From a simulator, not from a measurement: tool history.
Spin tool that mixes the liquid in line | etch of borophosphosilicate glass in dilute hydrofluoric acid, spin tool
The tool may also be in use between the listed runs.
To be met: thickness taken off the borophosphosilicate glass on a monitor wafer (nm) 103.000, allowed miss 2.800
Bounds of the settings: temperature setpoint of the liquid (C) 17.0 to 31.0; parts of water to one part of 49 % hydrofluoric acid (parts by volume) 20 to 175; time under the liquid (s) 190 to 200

run,hour,temperature setpoint of the liquid (C),parts of water to one part of 49 % hydrofluoric acid (parts by volume),time under the liquid (s),thickness taken off the borophosphosilicate glass on a monitor wafer (nm)
1,0.0,23.0,95,190,63.904
2,1.6,23.0,110,190,54.223
3,5.8,23.0,110,200,57.687
4,11.9,23.0,140,200,43.137
5,14.5,24.5,130,200,50.511
6,22.1,22.5,130,200,46.845
7,26.6,24.0,120,200,53.727
8,28.1,25.0,110,200,61.526
9,36.2,26.0,100,200,71.111
10,41.5,27.0,95,200,78.551
11,44.5,27.5,90,200,85.520
12,47.4,28.0,90,200,86.908
13,50.1,28.5,90,200,88.340
14,54.2,29.0,90,200,90.456
15,59.3,29.5,90,200,91.688
16,61.7,30.0,90,200,94.300

Which of these 5 next moves meets every target?
A,64.1,30.5,95,200,?
B,64.1,31.0,90,195,?
C,64.1,31.0,80,195,?
D,64.1,28.5,80,190,?
E,64.1,30.5,80,190,?

move,thickness taken off the borophosphosilicate glass on a monitor wafer (nm)
A,90.768
B,95.879
C,109.480
D,96.941
E,104.670
A: further off than the last run
B: nearer than the last run, and not there yet
C: takes the result that was furthest off past its target
D: nearer than the last run, and not there yet
E: meets every target
The right move is E.
